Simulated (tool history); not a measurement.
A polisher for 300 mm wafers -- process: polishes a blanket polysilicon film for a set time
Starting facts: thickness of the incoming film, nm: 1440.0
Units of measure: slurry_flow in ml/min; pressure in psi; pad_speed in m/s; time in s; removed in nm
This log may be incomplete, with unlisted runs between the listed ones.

Run 1, hour 0.0: slurry_flow 280 ml/min, pressure 2.6 psi, pad_speed 0.82 m/s, time 57 s. Result: removed 368.70 nm.
Run 2, hour 3.9: slurry_flow 280 ml/min, pressure 2.3 psi, pad_speed 0.82 m/s, time 57 s. Result: removed 330.81 nm.
Run 3, hour 5.5: slurry_flow 280 ml/min, pressure 2.0 psi, pad_speed 0.82 m/s, time 57 s. Result: removed 293.53 nm.
Run 4, hour 13.6: slurry_flow 280 ml/min, pressure 2.0 psi, pad_speed 0.82 m/s, time 57 s. Result: removed 291.50 nm.
Run 5, hour 22.5: slurry_flow 280 ml/min, pressure 1.8 psi, pad_speed 0.82 m/s, time 57 s. Result: removed 263.72 nm.
Run 6, hour 23.8: slurry_flow 280 ml/min, pressure 1.8 psi, pad_speed 0.82 m/s, time 57 s. Result: removed 263.44 nm.

Estimate the outcome of run 7 from the log above:
Run 7, hour 26.5: slurry_flow 280 ml/min, pressure 1.7 psi, pad_speed 0.82 m/s, time 57 s. Result: removed ?.

{"run 7": {"removed": 252.56}}

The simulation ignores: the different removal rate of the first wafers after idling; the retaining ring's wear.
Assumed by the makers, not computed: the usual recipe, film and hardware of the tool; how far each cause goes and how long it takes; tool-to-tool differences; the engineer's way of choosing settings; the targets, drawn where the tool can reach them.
